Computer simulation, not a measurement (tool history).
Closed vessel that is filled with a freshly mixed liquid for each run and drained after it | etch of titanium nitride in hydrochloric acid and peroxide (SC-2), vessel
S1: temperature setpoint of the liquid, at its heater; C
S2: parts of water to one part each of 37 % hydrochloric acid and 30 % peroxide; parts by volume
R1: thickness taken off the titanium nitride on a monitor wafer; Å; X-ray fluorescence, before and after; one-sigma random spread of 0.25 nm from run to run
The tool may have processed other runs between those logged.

{"run": 1, "hour": 0.0, "S1": 48.0, "S2": 6.5, "time in the liquid (s)": 200, "R1": 101.01}
{"run": 2, "hour": 8.9, "S1": 52.5, "S2": 6.0, "time in the liquid (s)": 200, "R1": 144.78}
{"run": 3, "hour": 10.2, "S1": 56.0, "S2": 6.0, "time in the liquid (s)": 200, "R1": 180.35}
{"run": 4, "hour": 18.1, "S1": 58.5, "S2": 5.5, "time in the liquid (s)": 200, "R1": 231.83}
{"run": 5, "hour": 20.9, "S1": 64.0, "S2": 5.5, "time in the liquid (s)": 200, "R1": 322.5}
{"run": 6, "hour": 23.8, "S1": 60.0, "S2": 5.5, "time in the liquid (s)": 200, "R1": 252.78}
{"run": 7, "hour": 29.8, "S1": 61.0, "S2": 5.5, "time in the liquid (s)": 200, "R1": 268.41}
{"run": 8, "hour": 36.6, "S1": 62.0, "S2": 5.5, "time in the liquid (s)": 200, "R1": 283.15}

The next listed run, before its measurement:
{"run": 9, "hour": 38.4, "S1": 62.5, "S2": 5.5, "time in the liquid (s)": 200, "R1": "?"}

R1: 292.58 Å
